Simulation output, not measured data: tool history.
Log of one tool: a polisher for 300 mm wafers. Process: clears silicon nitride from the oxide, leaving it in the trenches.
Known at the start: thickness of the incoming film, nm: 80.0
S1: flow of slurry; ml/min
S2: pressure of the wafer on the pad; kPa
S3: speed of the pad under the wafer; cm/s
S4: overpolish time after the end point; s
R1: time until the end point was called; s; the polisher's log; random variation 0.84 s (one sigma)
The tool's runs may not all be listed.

run  hour   S1    S2  S3  S4       R1
  1   0.0  125  17.2  94  14  100.500
  2   5.3  125  20.7  94  14   86.548
  3   6.0  125  21.4  96  14   84.261
  4   7.0  105  21.4  96  14   85.611
  5   8.7  105  22.1  98  14   79.153
  6  14.2  105  22.1  82  14   94.910
  7  22.5  105  22.8  86  14   88.027
  8  25.8  105  23.4  90  14   84.697
  9  33.0  105  24.1  94  14   76.486
 10  34.9  105  24.1  94  14   79.969

Forecast run 11:
 11  38.7  105  24.1  98  14   ?

R1: 76.750 s
